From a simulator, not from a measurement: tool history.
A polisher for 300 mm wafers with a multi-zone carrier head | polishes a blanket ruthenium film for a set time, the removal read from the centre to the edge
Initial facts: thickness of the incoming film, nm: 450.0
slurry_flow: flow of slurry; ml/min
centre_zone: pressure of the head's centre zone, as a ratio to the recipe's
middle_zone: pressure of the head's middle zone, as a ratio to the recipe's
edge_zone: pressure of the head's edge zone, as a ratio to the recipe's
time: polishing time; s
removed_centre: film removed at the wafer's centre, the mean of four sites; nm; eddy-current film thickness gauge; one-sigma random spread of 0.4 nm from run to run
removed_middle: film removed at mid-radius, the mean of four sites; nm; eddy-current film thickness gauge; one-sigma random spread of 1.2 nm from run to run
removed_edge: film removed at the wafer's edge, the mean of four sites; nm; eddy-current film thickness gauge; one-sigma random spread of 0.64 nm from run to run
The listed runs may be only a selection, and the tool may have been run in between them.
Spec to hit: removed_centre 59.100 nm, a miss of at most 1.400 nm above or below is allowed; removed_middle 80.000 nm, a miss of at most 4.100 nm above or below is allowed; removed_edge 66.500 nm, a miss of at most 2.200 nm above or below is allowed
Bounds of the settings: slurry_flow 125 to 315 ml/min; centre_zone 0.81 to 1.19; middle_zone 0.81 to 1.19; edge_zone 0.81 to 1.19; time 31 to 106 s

run,hour,slurry_flow,centre_zone,middle_zone,edge_zone,time,removed_centre,removed_middle,removed_edge
1,0.0,205,1.00,1.00,1.00,68,52.515,54.580,50.988
2,8.2,210,0.98,1.04,1.02,70,53.041,56.122,54.196
3,9.7,210,0.98,1.09,1.02,70,53.253,59.451,53.786
4,16.2,210,0.92,1.09,1.02,70,49.881,58.101,53.267
5,25.0,210,0.89,1.09,1.02,70,48.309,58.714,54.094
6,29.3,215,0.88,1.11,1.01,73,49.927,62.726,56.155
7,34.9,225,0.88,1.13,1.01,75,51.573,65.487,56.649
8,39.6,225,0.88,1.14,1.02,77,52.598,68.037,59.763
9,43.3,230,0.88,1.15,1.02,78,53.116,66.959,60.745
10,48.3,230,0.88,1.15,1.02,78,53.289,69.057,60.586
11,49.3,230,0.88,1.15,1.02,78,53.939,69.425,60.940
12,50.0,235,0.88,1.16,1.01,79,54.969,69.510,60.592

Which one of the following 4 next-run settings gets every result inside its allowed miss? There is exactly one.
A,50.7,275,0.89,1.16,0.96,79,?,?,?
B,50.7,225,0.85,1.16,0.94,89,?,?,?
C,50.7,205,0.82,1.19,0.85,87,?,?,?
D,50.7,260,0.93,1.17,0.95,80,?,?,?

move,removed_centre,removed_middle,removed_edge
A,56.212,71.204,60.362
B,59.233,78.778,66.422
C,55.286,77.928,61.610
D,59.181,72.235,60.595
A: closer than the last run, but not yet in spec
B: in spec on every target
C: closer than the last run, but not yet in spec
D: brings the result that was furthest off to its target, and leaves another outside
So the answer is move B, the one that meets all the targets.

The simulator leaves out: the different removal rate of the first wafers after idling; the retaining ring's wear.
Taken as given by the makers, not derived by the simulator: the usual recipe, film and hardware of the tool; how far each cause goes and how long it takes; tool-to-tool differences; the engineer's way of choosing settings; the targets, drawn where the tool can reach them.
